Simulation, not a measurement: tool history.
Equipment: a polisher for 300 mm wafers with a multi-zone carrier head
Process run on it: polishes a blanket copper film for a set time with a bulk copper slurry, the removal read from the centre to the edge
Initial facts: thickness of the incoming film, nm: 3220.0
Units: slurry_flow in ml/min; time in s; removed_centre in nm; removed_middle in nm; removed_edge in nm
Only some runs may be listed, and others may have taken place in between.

Run 1, day 0: slurry_flow 320 ml/min, centre_zone 1, middle_zone 1, edge_zone 1, slurry_solids 1, time 33 s. Result: removed_centre 211.49 nm, removed_middle 205.58 nm, removed_edge 212.94 nm.
Run 2, day 0.042: slurry_flow 315 ml/min, centre_zone 0.96, middle_zone 0.96, edge_zone 0.95, slurry_solids 0.85, time 29 s. Result: removed_centre 166.18 nm, removed_middle 166.84 nm, removed_edge 172.26 nm.
Run 3, day 0.354: slurry_flow 315 ml/min, centre_zone 1.02, middle_zone 0.96, edge_zone 0.95, slurry_solids 0.85, time 29 s. Result: removed_centre 178.06 nm, removed_middle 166.27 nm, removed_edge 173.01 nm.
Run 4, day 0.517: slurry_flow 305 ml/min, centre_zone 0.98, middle_zone 0.92, edge_zone 0.91, slurry_solids 0.75, time 27 s. Result: removed_centre 150.52 nm, removed_middle 143.75 nm, removed_edge 149.43 nm.
Run 5, day 0.8: slurry_flow 305 ml/min, centre_zone 0.98, middle_zone 0.95, edge_zone 0.91, slurry_solids 0.75, time 27 s. Result: removed_centre 154.62 nm, removed_middle 146.37 nm, removed_edge 149.26 nm.
Run 6, day 0.942: slurry_flow 305 ml/min, centre_zone 0.95, middle_zone 0.95, edge_zone 0.91, slurry_solids 0.75, time 27 s. Result: removed_centre 148.13 nm, removed_middle 145.92 nm, removed_edge 150.37 nm.

The next listed run, before its measurement:
Run 7, day 1.108: slurry_flow 290 ml/min, centre_zone 0.92, middle_zone 0.92, edge_zone 0.88, slurry_solids 0.65, time 27 s. Result: removed_centre ?, removed_middle ?, removed_edge ?.

Logged for run 7: removed_centre 136.92 nm, removed_middle 135.22 nm, removed_edge 141.12 nm.

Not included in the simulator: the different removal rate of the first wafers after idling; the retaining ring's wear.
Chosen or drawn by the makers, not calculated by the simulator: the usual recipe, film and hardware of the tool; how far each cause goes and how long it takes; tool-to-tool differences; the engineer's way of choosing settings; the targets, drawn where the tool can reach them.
